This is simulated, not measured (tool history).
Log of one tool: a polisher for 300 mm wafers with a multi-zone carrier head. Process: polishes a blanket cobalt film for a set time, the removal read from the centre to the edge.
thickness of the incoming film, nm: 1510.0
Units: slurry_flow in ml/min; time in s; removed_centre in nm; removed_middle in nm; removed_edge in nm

Run 1, hour 0.0: slurry_flow 185 ml/min, centre_zone 1.00, middle_zone 1.00, edge_zone 1.00, time 82 s. Result: removed_centre 225.73 nm, removed_middle 224.27 nm, removed_edge 215.62 nm.
Run 2, hour 7.9: slurry_flow 200 ml/min, centre_zone 1.03, middle_zone 0.99, edge_zone 0.97, time 81 s. Result: removed_centre 234.18 nm, removed_middle 221.74 nm, removed_edge 217.73 nm.
Run 3, hour 15.4: slurry_flow 205 ml/min, centre_zone 1.07, middle_zone 1.01, edge_zone 0.95, time 79 s. Result: removed_centre 239.07 nm, removed_middle 228.97 nm, removed_edge 208.45 nm.
Run 4, hour 20.8: slurry_flow 210 ml/min, centre_zone 1.09, middle_zone 0.99, edge_zone 0.94, time 78 s. Result: removed_centre 242.40 nm, removed_middle 221.33 nm, removed_edge 203.44 nm.
Run 5, hour 21.7: slurry_flow 215 ml/min, centre_zone 1.10, middle_zone 0.98, edge_zone 0.94, time 78 s. Result: removed_centre 242.29 nm, removed_middle 223.24 nm, removed_edge 205.40 nm.
Run 6, hour 27.7: slurry_flow 215 ml/min, centre_zone 1.05, middle_zone 0.98, edge_zone 0.94, time 78 s. Result: removed_centre 228.84 nm, removed_middle 218.83 nm, removed_edge 203.45 nm.
Run 7, hour 35.7: slurry_flow 220 ml/min, centre_zone 1.08, middle_zone 0.97, edge_zone 0.94, time 78 s. Result: removed_centre 239.99 nm, removed_middle 213.56 nm, removed_edge 207.86 nm.

Run 8 comes next. What will it give?
Run 8, hour 40.0: slurry_flow 225 ml/min, centre_zone 1.10, middle_zone 0.97, edge_zone 0.93, time 78 s. Result: removed_centre ?, removed_middle ?, removed_edge ?.

removed_centre: 246.81 nm
removed_middle: 217.23 nm
removed_edge: 204.24 nm
